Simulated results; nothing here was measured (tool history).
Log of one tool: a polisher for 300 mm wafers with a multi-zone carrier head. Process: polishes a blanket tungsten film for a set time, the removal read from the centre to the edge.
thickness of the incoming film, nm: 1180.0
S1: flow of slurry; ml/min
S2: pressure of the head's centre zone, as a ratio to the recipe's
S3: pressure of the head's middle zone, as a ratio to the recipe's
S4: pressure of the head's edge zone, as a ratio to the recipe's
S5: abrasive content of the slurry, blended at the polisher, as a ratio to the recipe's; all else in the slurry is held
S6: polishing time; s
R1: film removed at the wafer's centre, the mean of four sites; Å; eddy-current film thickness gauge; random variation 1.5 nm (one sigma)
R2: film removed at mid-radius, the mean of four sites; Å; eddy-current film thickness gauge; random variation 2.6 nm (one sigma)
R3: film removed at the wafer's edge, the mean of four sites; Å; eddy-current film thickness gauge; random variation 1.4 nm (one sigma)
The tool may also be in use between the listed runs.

run 1 hour=0 | S1=290 S2=1 S3=1 S4=1 S5=1 S6=47 | R1=2491.2 R2=2479 R3=2548.9
run 2 hour=8 | S1=290 S2=1 S3=1 S4=1 S5=0.9 S6=47 | R1=2407.3 R2=2397.1 R3=2519.9
run 3 hour=11 | S1=290 S2=0.98 S3=1.01 S4=0.96 S5=0.8 S6=46 | R1=2288.5 R2=2324.4 R3=2376.3
run 4 hour=14.2 | S1=290 S2=0.93 S3=1.01 S4=0.96 S5=0.8 S6=46 | R1=2173.5 R2=2298.9 R3=2369.4
-- hour=22.1 slurry nozzle cleaned
run 5 hour=22.1 | S1=290 S2=0.89 S3=1.01 S4=0.96 S5=0.8 S6=46 | R1=2229.1 R2=2563.6 R3=2464.5
run 6 hour=25.3 | S1=290 S2=0.89 S3=1.01 S4=0.88 S5=0.8 S6=46 | R1=2230.4 R2=2485.4 R3=2412.2

The next listed run, before its measurement:
run 7 hour=34 | S1=280 S2=0.88 S3=1.01 S4=0.88 S5=0.75 S6=45 | R1=? R2=? R3=?

R1: 2103.5 Å
R2: 2362.1 Å
R3: 2321.9 Å
